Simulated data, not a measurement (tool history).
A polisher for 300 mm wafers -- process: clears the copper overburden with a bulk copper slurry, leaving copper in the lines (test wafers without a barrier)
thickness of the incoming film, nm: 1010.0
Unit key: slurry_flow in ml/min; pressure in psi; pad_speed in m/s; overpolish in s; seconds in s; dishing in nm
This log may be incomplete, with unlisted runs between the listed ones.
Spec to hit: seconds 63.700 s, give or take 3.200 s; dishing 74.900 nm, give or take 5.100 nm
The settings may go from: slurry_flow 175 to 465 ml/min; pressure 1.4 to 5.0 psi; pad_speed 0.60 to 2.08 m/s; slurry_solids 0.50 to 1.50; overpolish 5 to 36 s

| run | day | slurry_flow | pressure | pad_speed | slurry_solids | overpolish | seconds | dishing |
|---|---|---|---|---|---|---|---|---|
| 1 | 0.000 | 295 | 3.2 | 1.34 | 1.00 | 18 | 70.508 | 100.760 |
| 2 | 0.321 | 295 | 3.2 | 1.36 | 1.00 | 16 | 67.661 | 94.112 |
| 3 | 0.625 | 295 | 3.2 | 1.36 | 1.00 | 15 | 69.685 | 90.589 |
| 4 | 0.896 | 295 | 3.2 | 1.36 | 1.00 | 14 | 70.501 | 89.454 |
| 5 | 1.075 | 370 | 3.2 | 1.36 | 1.00 | 14 | 67.297 | 91.574 |
| 6 | 1.300 | 440 | 3.2 | 1.36 | 1.00 | 14 | 66.965 | 91.733 |
| 7 | 1.425 | 440 | 3.2 | 1.36 | 1.00 | 14 | 67.854 | 91.104 |
|  | 1.546 | slurry nozzle cleaned |
| 8 | 1.546 | 440 | 3.2 | 1.36 | 1.00 | 13 | 65.631 | 88.781 |
| 9 | 1.692 | 440 | 3.1 | 1.38 | 1.00 | 5 | 67.053 | 47.600 |

5 next moves are on the table. One of them brings every result within its allowed miss. Which?
| A | 1.838 | 355 | 3.2 | 1.56 | 1.05 | 6 | ? | ? |
| B | 1.838 | 420 | 3.0 | 1.28 | 1.00 | 18 | ? | ? |
| C | 1.838 | 435 | 3.3 | 1.40 | 0.95 | 12 | ? | ? |
| D | 1.838 | 465 | 2.2 | 2.08 | 1.15 | 9 | ? | ? |
| E | 1.838 | 465 | 2.8 | 1.56 | 0.95 | 10 | ? | ? |

| move | seconds | dishing |
|---|---|---|
| A | 57.210 | 59.416 |
| B | 72.989 | 96.604 |
| C | 61.945 | 87.376 |
| D | 57.378 | 73.961 |
| E | 64.015 | 76.026 |
A: closer than the last run, but not yet in spec
B: takes the biggest miss from the last run beyond its target
C: takes the biggest miss from the last run beyond its target
D: puts the biggest miss on target and leaves a different result outside tolerance
E: every result lands within tolerance
Go with E: it meets all targets.
